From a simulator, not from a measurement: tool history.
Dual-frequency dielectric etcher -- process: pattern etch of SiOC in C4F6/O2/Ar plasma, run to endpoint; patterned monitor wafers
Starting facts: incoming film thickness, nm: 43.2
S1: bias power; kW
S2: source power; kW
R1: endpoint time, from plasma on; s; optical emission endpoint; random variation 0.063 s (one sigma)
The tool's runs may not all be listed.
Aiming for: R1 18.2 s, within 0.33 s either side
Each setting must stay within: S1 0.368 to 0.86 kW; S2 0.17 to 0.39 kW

Run 1, hour 0: S1 0.614 kW, S2 0.28 kW. Result: R1 15.045 s.
Run 2, hour 6.4: S1 0.614 kW, S2 0.25 kW. Result: R1 15.957 s.
Run 3, hour 8: S1 0.585 kW, S2 0.25 kW. Result: R1 16.226 s.
Run 4, hour 11.7: S1 0.69 kW, S2 0.25 kW. Result: R1 15.118 s.
Run 5, hour 14.4: S1 0.65 kW, S2 0.25 kW. Result: R1 15.416 s.
Run 6, hour 19.2: S1 0.616 kW, S2 0.25 kW. Result: R1 15.934 s.
Run 7, hour 23.9: S1 0.589 kW, S2 0.25 kW. Result: R1 16.115 s.
Run 8, hour 26.2: S1 0.562 kW, S2 0.25 kW. Result: R1 16.435 s.
Run 9, hour 29.7: S1 0.54 kW, S2 0.25 kW. Result: R1 16.771 s.
Run 10, hour 35.8: S1 0.523 kW, S2 0.25 kW. Result: R1 16.912 s.
Run 11, hour 40.1: S1 0.508 kW, S2 0.25 kW. Result: R1 17.09 s.
Run 12, hour 41.7: S1 0.495 kW, S2 0.25 kW. Result: R1 17.419 s.
At hour 49.5: bias power generator calibrated.
Run 13, hour 49.5: S1 0.487 kW, S2 0.25 kW. Result: R1 16.94 s.
Run 14, hour 53.2: S1 0.472 kW, S2 0.25 kW. Result: R1 17.349 s.

Exactly one of the 4 candidate moves below puts every result within its allowed miss. Which one?
Run A, hour 56.9: S1 0.468 kW, S2 0.23 kW. Result: R1 ?.
Run B, hour 56.9: S1 0.395 kW, S2 0.24 kW. Result: R1 ?.
Run C, hour 56.9: S1 0.368 kW, S2 0.25 kW. Result: R1 ?.
Run D, hour 56.9: S1 0.422 kW, S2 0.22 kW. Result: R1 ?.

move      R1
   A  18.149
   B  18.935
   C  19.034
   D  19.347
A: all results in spec
B: the result that was furthest off in the last run now lies on the other side of its target
C: the result that was furthest off in the last run now lies on the other side of its target
D: the result that was furthest off in the last run now lies on the other side of its target
Answer: A
